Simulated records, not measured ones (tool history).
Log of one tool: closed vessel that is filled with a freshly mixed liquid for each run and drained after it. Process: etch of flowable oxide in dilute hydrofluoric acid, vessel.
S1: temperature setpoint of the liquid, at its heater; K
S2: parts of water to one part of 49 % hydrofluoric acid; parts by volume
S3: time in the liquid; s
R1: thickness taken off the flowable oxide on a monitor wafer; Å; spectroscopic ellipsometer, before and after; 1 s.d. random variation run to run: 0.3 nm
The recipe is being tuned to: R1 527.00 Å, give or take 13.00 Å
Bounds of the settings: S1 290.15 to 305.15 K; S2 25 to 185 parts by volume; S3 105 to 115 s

| run | hour | S1 | S2 | S3 | R1 |
|---|---|---|---|---|---|
| 1 | 0.0 | 297.15 | 105 | 105 | 420.41 |
| 2 | 3.4 | 293.65 | 105 | 105 | 363.53 |
| 3 | 10.2 | 296.15 | 105 | 105 | 402.99 |
| 4 | 13.8 | 296.15 | 105 | 115 | 441.17 |
| 5 | 18.5 | 296.15 | 105 | 115 | 440.39 |
| 6 | 22.6 | 296.15 | 125 | 115 | 358.13 |
| 7 | 25.6 | 298.65 | 125 | 115 | 399.82 |
| 8 | 28.5 | 300.15 | 125 | 115 | 424.71 |
| 9 | 37.7 | 300.15 | 125 | 115 | 422.39 |
| 10 | 41.8 | 301.65 | 125 | 115 | 445.56 |
| 11 | 50.1 | 302.65 | 125 | 115 | 466.62 |
| 12 | 57.1 | 305.15 | 125 | 115 | 507.29 |

Consider the 4 candidate settings below. Which is the only one whose results all fall within their allowed miss of target?
| A | 64.1 | 304.65 | 120 | 115 | ? |
| B | 64.1 | 300.65 | 105 | 110 | ? |
| C | 64.1 | 304.65 | 115 | 105 | ? |
| D | 64.1 | 305.15 | 130 | 115 | ? |

| move | R1 |
|---|---|
| A | 521.61 |
| B | 501.43 |
| C | 500.50 |
| D | 483.36 |
A: hits every target within its allowed miss
B: its largest miss is bigger than the last run's
C: its largest miss is bigger than the last run's
D: its largest miss is bigger than the last run's
Correct choice: A, which meets every target

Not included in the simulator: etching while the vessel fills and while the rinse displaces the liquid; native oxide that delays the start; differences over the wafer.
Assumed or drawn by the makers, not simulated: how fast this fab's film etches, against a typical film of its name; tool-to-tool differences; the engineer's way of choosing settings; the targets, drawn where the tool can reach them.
